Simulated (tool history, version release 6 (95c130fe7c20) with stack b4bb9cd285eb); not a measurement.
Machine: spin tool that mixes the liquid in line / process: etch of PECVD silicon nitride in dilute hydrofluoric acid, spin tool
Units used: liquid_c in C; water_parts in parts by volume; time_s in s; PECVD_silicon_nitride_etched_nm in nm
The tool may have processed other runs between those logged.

| run | hour | liquid_c | water_parts | time_s | PECVD_silicon_nitride_etched_nm |
|---|---|---|---|---|---|
| 1 | 0 | 20 | 265 | 270 | 2.2179 |
| 2 | 4.6 | 20 | 265 | 290 | 2.3184 |
| 3 | 7.6 | 20 | 265 | 290 | 2.3357 |
| 4 | 16.4 | 21 | 255 | 290 | 2.5338 |
| 5 | 20.1 | 21.5 | 240 | 290 | 2.7865 |
| 6 | 25.7 | 22 | 230 | 290 | 3.1066 |
| 7 | 32.1 | 22.5 | 225 | 290 | 3.1895 |
| 8 | 38.5 | 23 | 220 | 290 | 3.3824 |
| 9 | 42.8 | 23.5 | 220 | 290 | 3.5096 |
| 10 | 47.4 | 24 | 220 | 290 | 3.5045 |

Predict the results of run 11:
| 11 | 53.3 | 24.5 | 215 | 290 | ? |

{"run 11": {"PECVD_silicon_nitride_etched_nm": 3.7879}}
